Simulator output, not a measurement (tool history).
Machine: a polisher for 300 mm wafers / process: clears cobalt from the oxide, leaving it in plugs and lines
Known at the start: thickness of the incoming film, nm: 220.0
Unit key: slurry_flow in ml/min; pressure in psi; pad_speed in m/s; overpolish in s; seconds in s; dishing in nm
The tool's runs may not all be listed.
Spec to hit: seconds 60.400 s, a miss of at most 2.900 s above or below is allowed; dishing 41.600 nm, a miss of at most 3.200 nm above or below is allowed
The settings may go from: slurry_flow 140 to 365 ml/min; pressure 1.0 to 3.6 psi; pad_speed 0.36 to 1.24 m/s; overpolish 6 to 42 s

{"run": 1, "hour": 0.0, "slurry_flow": 235, "pressure": 2.3, "pad_speed": 0.8, "overpolish": 21, "seconds": 44.056, "dishing": 45.68}
{"run": 2, "hour": 0.8, "slurry_flow": 235, "pressure": 2.3, "pad_speed": 0.66, "overpolish": 21, "seconds": 53.128, "dishing": 40.984}
{"run": 3, "hour": 2.6, "slurry_flow": 285, "pressure": 2.3, "pad_speed": 0.66, "overpolish": 21, "seconds": 54.415, "dishing": 41.145}
{"run": 4, "hour": 4.4, "slurry_flow": 285, "pressure": 2.3, "pad_speed": 0.66, "overpolish": 30, "seconds": 52.545, "dishing": 47.047}
{"run": 5, "hour": 6.2, "slurry_flow": 285, "pressure": 2.3, "pad_speed": 0.66, "overpolish": 29, "seconds": 52.652, "dishing": 46.856}
{"run": 6, "hour": 7.9, "slurry_flow": 285, "pressure": 2.3, "pad_speed": 0.74, "overpolish": 29, "seconds": 47.764, "dishing": 48.508}
{"run": 7, "hour": 10.9, "slurry_flow": 285, "pressure": 2.2, "pad_speed": 0.74, "overpolish": 28, "seconds": 48.74, "dishing": 48.046}
{"run": 8, "hour": 18.7, "slurry_flow": 285, "pressure": 2.1, "pad_speed": 0.74, "overpolish": 27, "seconds": 50.565, "dishing": 46.221}
{"run": 9, "hour": 25.6, "slurry_flow": 285, "pressure": 2.0, "pad_speed": 0.74, "overpolish": 27, "seconds": 53.035, "dishing": 45.247}
{"run": 10, "hour": 26.7, "slurry_flow": 285, "pressure": 1.9, "pad_speed": 0.74, "overpolish": 27, "seconds": 51.145, "dishing": 45.145}
{"run": 11, "hour": 30.9, "slurry_flow": 285, "pressure": 1.8, "pad_speed": 0.72, "overpolish": 27, "seconds": 55.097, "dishing": 46.142}
{"run": 12, "hour": 36.6, "slurry_flow": 285, "pressure": 1.8, "pad_speed": 0.72, "overpolish": 26, "seconds": 57.745, "dishing": 46.012}
{"run": 13, "hour": 40.2, "slurry_flow": 285, "pressure": 1.8, "pad_speed": 0.72, "overpolish": 25, "seconds": 56.55, "dishing": 43.818}

5 next moves are on the table. One of them brings every result within its allowed miss. Which?
{"run": "A", "hour": 43.8, "slurry_flow": 290, "pressure": 1.4, "pad_speed": 0.68, "overpolish": 37, "seconds": "?", "dishing": "?"}
{"run": "B", "hour": 43.8, "slurry_flow": 295, "pressure": 2.6, "pad_speed": 0.52, "overpolish": 23, "seconds": "?", "dishing": "?"}
{"run": "C", "hour": 43.8, "slurry_flow": 210, "pressure": 1.6, "pad_speed": 0.64, "overpolish": 39, "seconds": "?", "dishing": "?"}
{"run": "D", "hour": 43.8, "slurry_flow": 310, "pressure": 1.7, "pad_speed": 0.58, "overpolish": 42, "seconds": "?", "dishing": "?"}
{"run": "E", "hour": 43.8, "slurry_flow": 345, "pressure": 1.8, "pad_speed": 0.68, "overpolish": 36, "seconds": "?", "dishing": "?"}

move=A seconds=67.747 dishing=48.391
move=B seconds=61.991 dishing=42.260
move=C seconds=69.636 dishing=48.705
move=D seconds=71.152 dishing=49.407
move=E seconds=58.689 dishing=49.664
A: the result that was furthest off in the last run now lies on the other side of its target
B: all results in spec
C: the result that was furthest off in the last run now lies on the other side of its target
D: the result that was furthest off in the last run now lies on the other side of its target
E: meets the target for the result that was furthest off, but another lies outside its allowed miss
Answer: B
